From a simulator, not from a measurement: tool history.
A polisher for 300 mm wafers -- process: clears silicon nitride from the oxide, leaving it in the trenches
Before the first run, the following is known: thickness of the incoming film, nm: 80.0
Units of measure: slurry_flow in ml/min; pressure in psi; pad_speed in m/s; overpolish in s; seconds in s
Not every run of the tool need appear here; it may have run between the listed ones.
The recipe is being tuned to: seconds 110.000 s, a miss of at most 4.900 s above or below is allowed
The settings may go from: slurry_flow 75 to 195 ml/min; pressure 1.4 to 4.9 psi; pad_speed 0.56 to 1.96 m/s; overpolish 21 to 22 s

| run | hour | slurry_flow | pressure | pad_speed | overpolish | seconds |
|---|---|---|---|---|---|---|
| 1 | 0.0 | 125 | 3.1 | 1.26 | 21 | 64.645 |
| 2 | 0.8 | 120 | 2.7 | 1.24 | 21 | 74.255 |
| 3 | 2.0 | 120 | 2.4 | 1.24 | 21 | 78.434 |
| 4 | 6.1 | 120 | 2.4 | 1.24 | 21 | 79.632 |
| 5 | 7.7 | 120 | 2.4 | 1.34 | 21 | 73.224 |
| 6 | 15.3 | 115 | 2.1 | 1.30 | 21 | 82.397 |
| 7 | 22.6 | 115 | 1.9 | 1.26 | 21 | 92.656 |
| 8 | 27.4 | 115 | 1.8 | 1.26 | 21 | 95.666 |
| 9 | 34.1 | 115 | 1.8 | 1.26 | 21 | 96.020 |
| 10 | 42.2 | 105 | 1.4 | 1.24 | 21 | 115.280 |

5 candidate next runs follow, results not yet known. Just one meets every target within its allowed miss. Identify it.
| A | 50.3 | 105 | 1.6 | 1.38 | 22 | ? |
| B | 50.3 | 120 | 1.4 | 1.28 | 22 | ? |
| C | 50.3 | 135 | 1.6 | 1.24 | 21 | ? |
| D | 50.3 | 110 | 1.8 | 1.24 | 21 | ? |
| E | 50.3 | 110 | 1.8 | 0.98 | 21 | ? |

| move | seconds |
|---|---|
| A | 97.395 |
| B | 109.510 |
| C | 101.750 |
| D | 99.263 |
| E | 124.590 |
A: takes the biggest miss from the last run beyond its target
B: every result lands within tolerance
C: takes the biggest miss from the last run beyond its target
D: takes the biggest miss from the last run beyond its target
E: misses by more than the last run did
The move that meets every target is B.

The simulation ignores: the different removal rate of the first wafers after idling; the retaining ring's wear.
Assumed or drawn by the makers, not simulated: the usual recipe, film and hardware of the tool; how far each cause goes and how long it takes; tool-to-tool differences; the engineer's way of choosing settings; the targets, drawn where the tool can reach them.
